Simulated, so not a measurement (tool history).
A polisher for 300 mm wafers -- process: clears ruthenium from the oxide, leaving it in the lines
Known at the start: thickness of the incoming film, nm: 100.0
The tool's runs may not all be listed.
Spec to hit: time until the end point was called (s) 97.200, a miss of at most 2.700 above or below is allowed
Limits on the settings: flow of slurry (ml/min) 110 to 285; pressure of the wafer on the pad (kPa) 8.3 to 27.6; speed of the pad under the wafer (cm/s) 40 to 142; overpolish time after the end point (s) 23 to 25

run	day	flow of slurry (ml/min)	pressure of the wafer on the pad (kPa)	speed of the pad under the wafer (cm/s)	overpolish time after the end point (s)	time until the end point was called (s)
1	0.000	180	17.9	90	23	78.118
2	0.058	180	17.9	106	23	69.276
3	0.088	180	17.9	126	23	62.215
4	0.212	135	17.9	126	23	65.298
5	0.583	135	21.4	126	23	56.508
6	0.717	130	18.6	126	23	63.829
7	1.071	125	16.5	126	23	70.521
8	1.325	120	15.2	126	23	76.098
9	1.529	120	13.8	126	23	83.414
10	1.775	120	13.1	126	23	86.283
11	1.867	120	12.4	126	23	89.735

Below are 5 possible settings for the next run. Only one of them brings all results inside the allowed miss of their targets. Which is it?
A	1.958	110	12.4	130	23	?
B	1.958	150	13.1	128	23	?
C	1.958	125	13.1	106	25	?
D	1.958	110	13.8	118	23	?
E	1.958	120	13.8	114	23	?

move	time until the end point was called (s)
A	89.577
B	80.704
C	96.183
D	88.662
E	88.744
A: neither nearer nor further off than the last run
B: its largest miss is bigger than the last run's
C: hits every target within its allowed miss
D: its largest miss is bigger than the last run's
E: its largest miss is bigger than the last run's
The right move is C.
